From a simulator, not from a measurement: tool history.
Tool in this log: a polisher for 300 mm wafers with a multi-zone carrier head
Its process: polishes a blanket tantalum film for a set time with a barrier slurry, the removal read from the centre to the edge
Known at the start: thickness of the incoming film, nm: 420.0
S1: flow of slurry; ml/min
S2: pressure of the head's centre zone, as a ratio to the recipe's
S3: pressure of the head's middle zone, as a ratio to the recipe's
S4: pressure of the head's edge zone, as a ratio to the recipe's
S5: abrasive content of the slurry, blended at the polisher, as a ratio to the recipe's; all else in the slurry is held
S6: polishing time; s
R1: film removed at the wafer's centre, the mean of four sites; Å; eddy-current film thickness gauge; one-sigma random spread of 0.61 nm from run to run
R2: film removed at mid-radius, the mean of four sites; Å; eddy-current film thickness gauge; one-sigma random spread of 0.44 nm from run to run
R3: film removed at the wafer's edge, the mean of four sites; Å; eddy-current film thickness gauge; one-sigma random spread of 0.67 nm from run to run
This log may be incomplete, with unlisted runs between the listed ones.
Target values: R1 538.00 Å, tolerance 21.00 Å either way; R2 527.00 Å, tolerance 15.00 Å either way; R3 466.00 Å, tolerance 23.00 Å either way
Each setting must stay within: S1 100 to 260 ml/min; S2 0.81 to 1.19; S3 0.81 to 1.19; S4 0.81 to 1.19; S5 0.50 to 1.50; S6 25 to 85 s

run   hour   S1    S2    S3    S4    S5  S6      R1      R2      R3
  1    0.0  165  1.00  1.00  1.00  1.00  55  638.77  614.40  612.99
  2    4.0  135  1.00  1.00  1.00  1.00  55  609.87  598.01  603.62
  3    5.6  100  1.00  1.00  1.00  1.00  55  544.66  538.29  561.20
  4   13.3  100  1.00  1.00  1.00  1.00  66  651.26  657.61  686.57
  5   22.1  100  1.06  1.00  1.00  1.00  66  688.54  654.24  690.79
      26.5  -- centre zone pressure recalibrated
  6   26.5  100  1.06  1.00  1.00  1.15  66  692.44  688.31  722.06
  7   31.9  105  1.03  1.01  0.97  1.00  64  649.87  652.75  639.35
  8   40.4  125  0.93  0.92  0.87  0.75  61  522.00  533.56  549.34
  9   47.3  130  0.96  0.94  0.86  0.70  60  519.30  525.69  533.79
 10   54.9  165  1.06  1.04  0.81  0.50  54  436.98  429.99  377.91
 11   58.9  175  1.07  1.05  0.85  0.55  54  471.21  467.95  419.45
 12   64.8  190  1.08  1.05  0.85  0.55  54  486.37  481.64  429.05
 13   69.6  200  1.09  1.05  0.85  0.55  54  484.39  480.25  435.28
 14   75.3  210  1.11  1.06  0.85  0.55  54  502.71  485.33  436.68
 15   83.3  215  1.12  1.07  0.85  0.55  54  507.30  486.96  428.03
 16   91.6  220  1.12  1.07  0.86  0.55  54  514.13  491.76  434.34
 17   93.9  225  1.12  1.07  0.87  0.55  54  504.04  500.76  430.60
 18   96.3  225  1.12  1.07  0.88  0.55  54  517.38  502.25  450.70
 19  101.0  230  1.12  1.07  0.88  0.55  54  518.65  504.50  426.00

Exactly one of the 5 candidate moves below puts every result within its allowed miss. Which one?
  A  105.7  235  1.13  1.09  0.91  0.50  60   ?   ?   ?
  B  105.7  160  0.88  0.95  0.81  0.75  55   ?   ?   ?
  C  105.7  165  1.02  1.13  0.81  0.65  52   ?   ?   ?
  D  105.7  185  1.12  0.95  0.81  0.75  49   ?   ?   ?
  E  105.7  195  1.11  0.93  0.81  0.55  59   ?   ?   ?

move      R1      R2      R3
   A  536.04  517.49  453.93
   B  482.32  519.49  501.89
   C  482.34  528.90  439.50
   D  545.14  474.64  455.80
   E  543.27  467.95  456.52
A: all results in spec
B: carries the result that was furthest off beyond its target, to the other side
C: misses by more than the last run did
D: the furthest-off result lands on target, but another misses its tolerance
E: the furthest-off result lands on target, but another misses its tolerance
Move A is the one to make.
